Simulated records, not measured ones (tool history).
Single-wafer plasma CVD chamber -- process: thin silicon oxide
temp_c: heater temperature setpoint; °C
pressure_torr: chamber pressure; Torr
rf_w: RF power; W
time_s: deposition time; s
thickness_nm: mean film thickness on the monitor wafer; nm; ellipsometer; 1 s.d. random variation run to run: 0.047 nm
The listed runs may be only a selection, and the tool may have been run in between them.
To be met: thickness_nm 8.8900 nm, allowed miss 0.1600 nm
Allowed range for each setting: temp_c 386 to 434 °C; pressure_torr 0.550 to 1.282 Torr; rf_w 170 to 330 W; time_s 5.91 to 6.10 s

run	hour	temp_c	pressure_torr	rf_w	time_s	thickness_nm
1	0.0	410	0.916	250	5.91	10.8080
2	4.4	410	0.870	250	5.91	10.5310
3	10.1	402	0.870	250	5.91	10.5220
4	12.1	409	0.870	250	5.91	10.4890
5	14.8	418	0.870	250	5.91	10.4480
6	20.2	418	0.829	250	5.91	10.1640
7	25.0	418	0.793	250	5.91	10.0210
8	31.6	418	0.754	250	5.91	9.8448

4 next moves are on the table. One of them brings every result within its allowed miss. Which?
A	38.2	424	0.711	250	5.91	?
B	38.2	413	0.727	215	5.91	?
C	38.2	423	0.708	240	5.91	?
D	38.2	411	0.663	255	5.91	?

move	thickness_nm
A	9.4234
B	8.9765
C	9.2393
D	9.2396
A: closes in on the targets versus the last run, not all within tolerance yet
B: hits every target within its allowed miss
C: closes in on the targets versus the last run, not all within tolerance yet
D: closes in on the targets versus the last run, not all within tolerance yet
Move B is the one to make.

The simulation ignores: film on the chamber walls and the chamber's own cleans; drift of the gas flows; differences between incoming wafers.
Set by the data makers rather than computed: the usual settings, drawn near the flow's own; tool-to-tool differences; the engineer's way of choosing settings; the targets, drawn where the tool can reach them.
